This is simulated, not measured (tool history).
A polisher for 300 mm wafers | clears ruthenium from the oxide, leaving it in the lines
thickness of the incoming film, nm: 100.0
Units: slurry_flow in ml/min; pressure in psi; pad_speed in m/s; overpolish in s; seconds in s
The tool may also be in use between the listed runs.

run 1 hour=0 | slurry_flow=195 pressure=2.1 pad_speed=0.92 overpolish=23 | seconds=89.573
run 2 hour=7.2 | slurry_flow=215 pressure=2.1 pad_speed=0.92 overpolish=23 | seconds=88.723
run 3 hour=12.5 | slurry_flow=215 pressure=2.1 pad_speed=0.92 overpolish=24 | seconds=89.851
run 4 hour=21.2 | slurry_flow=215 pressure=2.1 pad_speed=0.92 overpolish=24 | seconds=88.371
run 5 hour=23.7 | slurry_flow=215 pressure=2.2 pad_speed=0.92 overpolish=24 | seconds=83.319
run 6 hour=32.7 | slurry_flow=215 pressure=2.2 pad_speed=0.92 overpolish=24 | seconds=85.275
run 7 hour=35.1 | slurry_flow=215 pressure=2.3 pad_speed=0.92 overpolish=24 | seconds=80.487

The next listed run, before its measurement:
run 8 hour=38.9 | slurry_flow=215 pressure=2.4 pad_speed=0.92 overpolish=24 | seconds=?

{"run 8": {"seconds": 78.963}}

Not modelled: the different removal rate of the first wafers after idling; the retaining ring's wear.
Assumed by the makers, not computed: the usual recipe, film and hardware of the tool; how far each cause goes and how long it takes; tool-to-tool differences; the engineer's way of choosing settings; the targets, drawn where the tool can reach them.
